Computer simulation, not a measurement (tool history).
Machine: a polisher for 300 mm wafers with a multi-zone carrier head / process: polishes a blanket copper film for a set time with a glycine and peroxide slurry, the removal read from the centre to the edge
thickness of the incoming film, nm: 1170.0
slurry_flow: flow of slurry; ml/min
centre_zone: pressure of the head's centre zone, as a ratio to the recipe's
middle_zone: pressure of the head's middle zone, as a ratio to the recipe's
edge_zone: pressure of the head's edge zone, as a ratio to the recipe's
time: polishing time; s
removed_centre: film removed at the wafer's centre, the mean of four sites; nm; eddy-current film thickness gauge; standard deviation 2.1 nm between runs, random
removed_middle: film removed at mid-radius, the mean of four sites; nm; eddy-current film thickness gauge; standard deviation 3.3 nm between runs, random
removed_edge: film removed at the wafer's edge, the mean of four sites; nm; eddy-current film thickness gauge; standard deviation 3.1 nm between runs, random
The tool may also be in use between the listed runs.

{"run": 1, "hour": 0.0, "slurry_flow": 165, "centre_zone": 1.0, "middle_zone": 1.0, "edge_zone": 1.0, "time": 39, "removed_centre": 285.32, "removed_middle": 284.07, "removed_edge": 284.8}
{"run": 2, "hour": 5.9, "slurry_flow": 165, "centre_zone": 1.08, "middle_zone": 1.0, "edge_zone": 1.0, "time": 39, "removed_centre": 315.19, "removed_middle": 283.5, "removed_edge": 285.37}
{"run": 3, "hour": 12.9, "slurry_flow": 165, "centre_zone": 1.08, "middle_zone": 1.07, "edge_zone": 1.0, "time": 39, "removed_centre": 312.24, "removed_middle": 283.95, "removed_edge": 288.41}
{"run": 4, "hour": 20.6, "slurry_flow": 195, "centre_zone": 1.08, "middle_zone": 1.07, "edge_zone": 1.0, "time": 39, "removed_centre": 316.38, "removed_middle": 294.73, "removed_edge": 288.48}
{"run": 5, "hour": 23.5, "slurry_flow": 185, "centre_zone": 1.06, "middle_zone": 1.06, "edge_zone": 1.01, "time": 38, "removed_centre": 302.55, "removed_middle": 282.2, "removed_edge": 287.99}
{"run": 6, "hour": 25.5, "slurry_flow": 150, "centre_zone": 1.06, "middle_zone": 1.06, "edge_zone": 1.01, "time": 38, "removed_centre": 288.83, "removed_middle": 281.5, "removed_edge": 273.0}
{"run": 7, "hour": 30.9, "slurry_flow": 125, "centre_zone": 0.96, "middle_zone": 0.96, "edge_zone": 0.98, "time": 33, "removed_centre": 228.34, "removed_middle": 219.39, "removed_edge": 226.41}
{"run": 8, "hour": 34.4, "slurry_flow": 125, "centre_zone": 0.95, "middle_zone": 0.96, "edge_zone": 0.99, "time": 33, "removed_centre": 225.13, "removed_middle": 230.47, "removed_edge": 239.8}

Predict the results of run 9:
{"run": 9, "hour": 41.1, "slurry_flow": 125, "centre_zone": 0.94, "middle_zone": 0.95, "edge_zone": 0.99, "time": 33, "removed_centre": "?", "removed_middle": "?", "removed_edge": "?"}

Run 9 yielded removed_centre 223.11 nm, removed_middle 218.45 nm, removed_edge 236.82 nm.
